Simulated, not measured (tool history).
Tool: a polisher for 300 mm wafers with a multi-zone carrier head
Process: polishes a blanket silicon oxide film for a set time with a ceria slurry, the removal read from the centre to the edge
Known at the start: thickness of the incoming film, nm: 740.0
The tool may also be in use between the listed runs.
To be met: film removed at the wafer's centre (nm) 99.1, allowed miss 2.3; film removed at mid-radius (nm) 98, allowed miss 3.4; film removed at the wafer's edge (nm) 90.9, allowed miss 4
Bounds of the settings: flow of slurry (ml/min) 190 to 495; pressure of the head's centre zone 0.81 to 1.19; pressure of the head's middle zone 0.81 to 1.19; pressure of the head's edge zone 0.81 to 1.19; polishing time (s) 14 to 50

run	hour	flow of slurry (ml/min)	pressure of the head's centre zone	pressure of the head's middle zone	pressure of the head's edge zone	polishing time (s)	film removed at the wafer's centre (nm)	film removed at mid-radius (nm)	film removed at the wafer's edge (nm)
1	0	320	1	1	1	32	147.49	147.12	150.64
2	2.1	320	1.05	1	1	32	156.09	147.55	145.93
3	5.9	290	1.05	1	1	32	155.91	147.33	147.99
4	14.3	295	1.04	1	0.97	30	144.31	138.84	139.25
5	15.1	305	1.05	1.01	0.96	27	130.2	126.02	126
6	16	235	1.05	1.01	0.96	27	127.35	121.7	118.75
7	21.2	225	1.05	1.01	0.95	26	121.56	117.54	117.56
8	22.4	220	1.06	1.02	0.94	25	118.41	113.44	109.54
9	30.3	215	1.06	1.02	0.93	24	112.67	107.87	100.98

4 next moves are on the table. One of them brings every result within its allowed miss. Which?
A	38.2	195	0.83	1.03	0.98	26	?	?	?
B	38.2	240	1.06	1.04	0.89	21	?	?	?
C	38.2	200	1.11	0.92	0.97	25	?	?	?
D	38.2	285	1.01	1.09	0.99	20	?	?	?

move	film removed at the wafer's centre (nm)	film removed at mid-radius (nm)	film removed at the wafer's edge (nm)
A	95.84	117.28	116.67
B	100.03	97.91	91.84
C	121.16	102.82	112.08
D	92.947	98.82	93.149
A: takes the result that was furthest off past its target
B: meets every target
C: further off than the last run
D: takes the result that was furthest off past its target
The right move is B.
